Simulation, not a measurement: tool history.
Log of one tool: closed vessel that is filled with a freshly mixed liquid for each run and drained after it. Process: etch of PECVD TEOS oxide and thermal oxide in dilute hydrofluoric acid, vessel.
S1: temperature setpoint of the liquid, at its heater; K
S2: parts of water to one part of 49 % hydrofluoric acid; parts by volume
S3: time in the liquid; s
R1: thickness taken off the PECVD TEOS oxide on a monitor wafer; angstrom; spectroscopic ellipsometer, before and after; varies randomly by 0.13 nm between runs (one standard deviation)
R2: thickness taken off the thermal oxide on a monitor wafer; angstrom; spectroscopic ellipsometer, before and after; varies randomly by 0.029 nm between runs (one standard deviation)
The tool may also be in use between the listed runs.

run	day	S1	S2	S3	R1	R2
1	0.000	295.15	125	205	397.15	67.302
2	0.162	295.15	145	205	333.98	57.534
3	0.504	293.65	160	205	280.21	47.772
4	0.775	291.15	160	205	253.50	42.902
5	1.000	291.15	160	255	319.92	53.515
6	1.146	290.15	160	255	305.41	52.091
7	1.479	290.15	180	250	257.77	44.382
8	1.754	290.15	190	240	229.58	38.911
9	1.821	290.15	200	235	214.92	37.196

What will run 10 give?
10	1.871	290.15	205	225	?	?

R1: 198.78 angstrom
R2: 34.375 angstrom
